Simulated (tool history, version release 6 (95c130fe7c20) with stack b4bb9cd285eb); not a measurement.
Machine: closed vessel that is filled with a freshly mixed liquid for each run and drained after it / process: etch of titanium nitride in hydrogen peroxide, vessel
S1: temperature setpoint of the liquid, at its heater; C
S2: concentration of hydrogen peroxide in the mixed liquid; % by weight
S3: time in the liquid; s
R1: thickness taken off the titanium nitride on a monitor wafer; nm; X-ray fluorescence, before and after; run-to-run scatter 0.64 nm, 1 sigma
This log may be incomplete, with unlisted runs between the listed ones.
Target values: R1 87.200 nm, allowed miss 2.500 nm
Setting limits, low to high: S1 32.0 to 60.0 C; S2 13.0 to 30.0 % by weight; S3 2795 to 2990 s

run 1 hour=0.0 | S1=44.0 S2=24.0 S3=2795 | R1=54.567
run 2 hour=9.7 | S1=44.0 S2=24.0 S3=2990 | R1=58.979
run 3 hour=18.9 | S1=45.5 S2=24.0 S3=2990 | R1=65.723
run 4 hour=26.6 | S1=46.5 S2=24.0 S3=2990 | R1=70.900
run 5 hour=29.4 | S1=42.0 S2=24.0 S3=2990 | R1=50.636
run 6 hour=35.6 | S1=44.0 S2=24.0 S3=2990 | R1=59.305
run 7 hour=44.2 | S1=45.5 S2=24.0 S3=2990 | R1=64.847
run 8 hour=53.2 | S1=46.5 S2=24.0 S3=2990 | R1=71.250
run 9 hour=58.1 | S1=47.0 S2=24.0 S3=2990 | R1=73.791
run 10 hour=67.7 | S1=47.5 S2=24.0 S3=2990 | R1=77.034
run 11 hour=72.5 | S1=48.0 S2=24.0 S3=2990 | R1=79.202
run 12 hour=80.4 | S1=48.0 S2=24.0 S3=2990 | R1=78.567

5 candidate next runs follow, results not yet known. Just one meets every target within its allowed miss. Identify it.
run A hour=88.3 | S1=51.5 S2=24.0 S3=2795 | R1=?
run B hour=88.3 | S1=49.0 S2=26.0 S3=2990 | R1=?
run C hour=88.3 | S1=47.0 S2=29.5 S3=2795 | R1=?
run D hour=88.3 | S1=50.5 S2=20.0 S3=2990 | R1=?
run E hour=88.3 | S1=50.5 S2=23.5 S3=2990 | R1=?

move=A R1=95.311
move=B R1=86.639
move=C R1=71.942
move=D R1=91.237
move=E R1=94.465
A: takes the result that was furthest off past its target
B: every result lands within tolerance
C: misses by more than the last run did
D: takes the result that was furthest off past its target
E: takes the result that was furthest off past its target
Correct choice: B, which meets every target
